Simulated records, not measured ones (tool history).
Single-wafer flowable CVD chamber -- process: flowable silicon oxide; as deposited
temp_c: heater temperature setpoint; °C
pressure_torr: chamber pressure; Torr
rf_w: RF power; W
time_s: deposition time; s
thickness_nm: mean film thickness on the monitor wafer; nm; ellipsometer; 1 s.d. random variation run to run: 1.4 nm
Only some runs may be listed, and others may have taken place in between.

{"run": 1, "hour": 0.0, "temp_c": 105, "pressure_torr": 0.889, "rf_w": 1755, "time_s": 658, "thickness_nm": 383.97}
{"run": 2, "hour": 2.4, "temp_c": 106, "pressure_torr": 0.889, "rf_w": 1755, "time_s": 658, "thickness_nm": 373.65}
{"run": 3, "hour": 9.8, "temp_c": 107, "pressure_torr": 0.889, "rf_w": 1755, "time_s": 658, "thickness_nm": 359.45}
{"run": 4, "hour": 15.6, "temp_c": 107, "pressure_torr": 0.98, "rf_w": 1755, "time_s": 658, "thickness_nm": 393.49}
{"run": 5, "hour": 20.8, "temp_c": 108, "pressure_torr": 0.98, "rf_w": 1755, "time_s": 658, "thickness_nm": 379.71}
{"run": 6, "hour": 28.1, "temp_c": 108, "pressure_torr": 0.98, "rf_w": 1755, "time_s": 680, "thickness_nm": 390.43}
{"run": 7, "hour": 35.5, "temp_c": 109, "pressure_torr": 0.98, "rf_w": 1755, "time_s": 680, "thickness_nm": 375.15}
{"run": 8, "hour": 38.9, "temp_c": 110, "pressure_torr": 0.98, "rf_w": 1755, "time_s": 680, "thickness_nm": 362.48}
{"run": 9, "hour": 42.1, "temp_c": 111, "pressure_torr": 0.98, "rf_w": 1755, "time_s": 680, "thickness_nm": 351.45}

Predict the results of run 10:
{"run": 10, "hour": 43.9, "temp_c": 112, "pressure_torr": 0.98, "rf_w": 1755, "time_s": 680, "thickness_nm": "?"}

thickness_nm: 338.00 nm

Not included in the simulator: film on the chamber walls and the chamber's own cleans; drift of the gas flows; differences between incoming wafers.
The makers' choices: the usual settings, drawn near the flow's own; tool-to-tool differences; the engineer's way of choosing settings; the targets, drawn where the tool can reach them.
